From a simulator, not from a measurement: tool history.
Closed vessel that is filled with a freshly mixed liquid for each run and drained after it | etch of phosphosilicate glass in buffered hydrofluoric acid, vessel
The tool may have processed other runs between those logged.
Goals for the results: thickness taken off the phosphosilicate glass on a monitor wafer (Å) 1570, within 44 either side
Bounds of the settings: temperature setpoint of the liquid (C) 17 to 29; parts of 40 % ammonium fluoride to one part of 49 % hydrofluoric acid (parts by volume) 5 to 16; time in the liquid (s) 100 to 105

run,day,temperature setpoint of the liquid (C),parts of 40 % ammonium fluoride to one part of 49 % hydrofluoric acid (parts by volume),time in the liquid (s),thickness taken off the phosphosilicate glass on a monitor wafer (Å)
1,0,21,9.5,100,2817.6
2,0.329,19.5,11,100,2275.7
3,0.488,18.5,12,100,1988.9
4,0.512,18.5,12,105,2062.5
5,0.658,18.5,12,105,2072.1
6,0.908,18.5,12,105,2076.2
7,0.962,18.5,12,105,2097.7
8,1.233,18,13,105,1877.5
9,1.5,17.5,13.5,105,1761.7
10,1.796,17.5,14,105,1705.8

Next run, 4 choices. One meets every target within its allowed miss, the rest don't. Which?
A,2.092,17,14,100,?
B,2.092,20.5,16,105,?
C,2.092,19,12.5,100,?
D,2.092,17,16,105,?

move,thickness taken off the phosphosilicate glass on a monitor wafer (Å)
A,1571.1
B,1763.1
C,1967.1
D,1446.5
A: hits every target within its allowed miss
B: misses by more than the last run did
C: misses by more than the last run did
D: the result that was furthest off in the last run now lies on the other side of its target
Go with A: it meets all targets.
